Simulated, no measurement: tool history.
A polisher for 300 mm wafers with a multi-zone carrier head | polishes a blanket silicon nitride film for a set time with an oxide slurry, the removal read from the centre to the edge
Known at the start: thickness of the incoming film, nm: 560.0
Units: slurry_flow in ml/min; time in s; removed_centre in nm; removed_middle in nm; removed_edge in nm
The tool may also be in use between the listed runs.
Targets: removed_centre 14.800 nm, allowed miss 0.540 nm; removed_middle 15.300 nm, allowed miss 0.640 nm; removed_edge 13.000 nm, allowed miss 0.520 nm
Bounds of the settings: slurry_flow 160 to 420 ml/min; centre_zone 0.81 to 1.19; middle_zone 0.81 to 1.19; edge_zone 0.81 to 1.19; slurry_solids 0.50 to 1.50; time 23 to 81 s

run	hour	slurry_flow	centre_zone	middle_zone	edge_zone	slurry_solids	time	removed_centre	removed_middle	removed_edge
1	0.0	270	1.00	1.00	1.00	1.00	52	24.521	24.881	25.313
2	2.1	270	1.00	1.00	0.93	1.00	52	24.804	24.827	25.397
3	3.4	270	1.00	1.00	0.93	0.90	52	24.277	23.998	23.881
4	6.7	270	1.00	1.02	0.92	0.80	48	21.606	21.616	21.258
5	8.5	270	1.00	1.02	0.92	0.80	42	18.826	18.829	18.281
6	12.7	270	1.00	1.02	0.92	0.60	42	16.899	17.058	17.092
# hour 21.6: slurry nozzle cleaned
7	21.6	285	1.10	1.12	0.82	0.50	30	13.061	13.315	11.381
8	26.0	290	1.11	1.13	0.84	0.55	30	13.963	14.203	12.009
9	30.0	295	1.11	1.13	0.86	0.55	30	13.918	13.835	11.809

Which of these 5 next moves meets every target?
A	34.0	245	1.17	0.98	0.94	0.65	31	?	?	?
B	34.0	305	1.08	1.09	0.90	0.50	28	?	?	?
C	34.0	305	1.06	1.11	0.84	0.55	33	?	?	?
D	34.0	275	1.00	0.97	0.91	0.50	33	?	?	?
E	34.0	235	1.01	0.94	0.96	0.50	33	?	?	?

move	removed_centre	removed_middle	removed_edge
A	15.856	13.454	13.413
B	12.565	12.458	11.058
C	15.058	15.408	13.089
D	13.697	13.162	13.006
E	13.523	12.579	13.119
A: brings the result that was furthest off to its target, and leaves another outside
B: further off than the last run
C: meets every target
D: brings the result that was furthest off to its target, and leaves another outside
E: brings the result that was furthest off to its target, and leaves another outside
Move C is the one to make.
